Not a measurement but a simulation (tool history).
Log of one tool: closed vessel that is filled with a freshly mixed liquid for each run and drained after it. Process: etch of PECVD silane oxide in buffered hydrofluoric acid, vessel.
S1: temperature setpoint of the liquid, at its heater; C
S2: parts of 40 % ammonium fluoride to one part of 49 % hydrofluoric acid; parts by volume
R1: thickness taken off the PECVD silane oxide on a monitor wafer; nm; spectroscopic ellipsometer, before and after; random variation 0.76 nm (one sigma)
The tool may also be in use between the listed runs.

{"run": 1, "hour": 0.0, "S1": 22, "S2": 23.5, "time in the liquid (s)": 95, "R1": 121.7}
{"run": 2, "hour": 0.9, "S1": 22, "S2": 23.5, "time in the liquid (s)": 100, "R1": 126.84}
{"run": 3, "hour": 3.8, "S1": 20, "S2": 23.5, "time in the liquid (s)": 100, "R1": 112.32}
{"run": 4, "hour": 12.4, "S1": 20, "S2": 18, "time in the liquid (s)": 100, "R1": 139.2}
{"run": 5, "hour": 16.4, "S1": 19, "S2": 20.5, "time in the liquid (s)": 100, "R1": 117.23}
{"run": 6, "hour": 23.8, "S1": 19, "S2": 15, "time in the liquid (s)": 100, "R1": 157.82}
{"run": 7, "hour": 26.6, "S1": 19, "S2": 15, "time in the liquid (s)": 100, "R1": 158.24}
{"run": 8, "hour": 32.1, "S1": 18.5, "S2": 18, "time in the liquid (s)": 100, "R1": 128.08}

Forecast run 9:
{"run": 9, "hour": 38.8, "S1": 18, "S2": 20, "time in the liquid (s)": 100, "R1": "?"}

{"run 9": {"R1": 112.28}}
